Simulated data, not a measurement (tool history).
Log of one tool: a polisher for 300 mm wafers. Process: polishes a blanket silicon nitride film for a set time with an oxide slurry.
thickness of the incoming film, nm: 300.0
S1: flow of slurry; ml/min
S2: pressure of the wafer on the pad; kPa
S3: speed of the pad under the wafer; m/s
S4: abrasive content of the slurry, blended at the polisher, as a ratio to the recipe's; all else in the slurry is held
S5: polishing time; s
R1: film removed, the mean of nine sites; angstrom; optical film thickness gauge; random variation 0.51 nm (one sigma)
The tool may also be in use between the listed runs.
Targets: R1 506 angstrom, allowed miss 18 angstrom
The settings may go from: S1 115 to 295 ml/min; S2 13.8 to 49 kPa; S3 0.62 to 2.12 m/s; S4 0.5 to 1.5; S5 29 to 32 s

{"run": 1, "hour": 0.0, "S1": 190, "S2": 31, "S3": 1.36, "S4": 1, "S5": 32, "R1": 317.24}
{"run": 2, "hour": 6.7, "S1": 190, "S2": 26.2, "S3": 1.36, "S4": 1, "S5": 32, "R1": 267.93}
{"run": 3, "hour": 10.7, "S1": 190, "S2": 26.2, "S3": 1.24, "S4": 1, "S5": 32, "R1": 248.55}
{"run": 4, "hour": 18.0, "S1": 155, "S2": 26.2, "S3": 1.24, "S4": 1, "S5": 32, "R1": 242.5}
{"run": 5, "hour": 22.2, "S1": 160, "S2": 32.4, "S3": 1.26, "S4": 1, "S5": 32, "R1": 305.39}
{"run": 6, "hour": 26.8, "S1": 160, "S2": 32.4, "S3": 1.26, "S4": 1.2, "S5": 32, "R1": 321.51}
{"run": 7, "hour": 30.5, "S1": 165, "S2": 35.9, "S3": 1.26, "S4": 1.2, "S5": 32, "R1": 362.17}
{"run": 8, "hour": 38.1, "S1": 170, "S2": 38.6, "S3": 1.26, "S4": 1.2, "S5": 32, "R1": 385.89}
{"run": 9, "hour": 45.4, "S1": 170, "S2": 41.4, "S3": 1.26, "S4": 1.2, "S5": 32, "R1": 407.27}
{"run": 10, "hour": 53.9, "S1": 170, "S2": 43.4, "S3": 1.28, "S4": 1.2, "S5": 32, "R1": 429.39}
{"run": 11, "hour": 58.5, "S1": 170, "S2": 44.8, "S3": 1.3, "S4": 1.2, "S5": 32, "R1": 459.71}
{"run": 12, "hour": 65.1, "S1": 170, "S2": 45.5, "S3": 1.3, "S4": 1.2, "S5": 32, "R1": 466.06}
{"run": 13, "hour": 73.6, "S1": 170, "S2": 45.5, "S3": 1.3, "S4": 1.2, "S5": 32, "R1": 459.3}
{"run": 14, "hour": 79.5, "S1": 170, "S2": 46.2, "S3": 1.3, "S4": 1.2, "S5": 32, "R1": 473.11}
{"run": 15, "hour": 86.4, "S1": 170, "S2": 46.9, "S3": 1.3, "S4": 1.2, "S5": 32, "R1": 484.6}

Which of these 5 next moves meets every target?
{"run": "A", "hour": 93.3, "S1": 150, "S2": 49, "S3": 1.34, "S4": 1.2, "S5": 32, "R1": "?"}
{"run": "B", "hour": 93.3, "S1": 150, "S2": 44.1, "S3": 1.76, "S4": 1.4, "S5": 30, "R1": "?"}
{"run": "C", "hour": 93.3, "S1": 150, "S2": 46.9, "S3": 1.54, "S4": 1.4, "S5": 32, "R1": "?"}
{"run": "D", "hour": 93.3, "S1": 115, "S2": 45.5, "S3": 1.42, "S4": 1.4, "S5": 31, "R1": "?"}
{"run": "E", "hour": 93.3, "S1": 135, "S2": 44.8, "S3": 1.24, "S4": 1.5, "S5": 32, "R1": "?"}

move=A R1=506.25
move=B R1=549.71
move=C R1=562.99
move=D R1=479.65
move=E R1=461.19
A: meets every target
B: takes the result that was furthest off past its target
C: takes the result that was furthest off past its target
D: further off than the last run
E: further off than the last run
Answer: A

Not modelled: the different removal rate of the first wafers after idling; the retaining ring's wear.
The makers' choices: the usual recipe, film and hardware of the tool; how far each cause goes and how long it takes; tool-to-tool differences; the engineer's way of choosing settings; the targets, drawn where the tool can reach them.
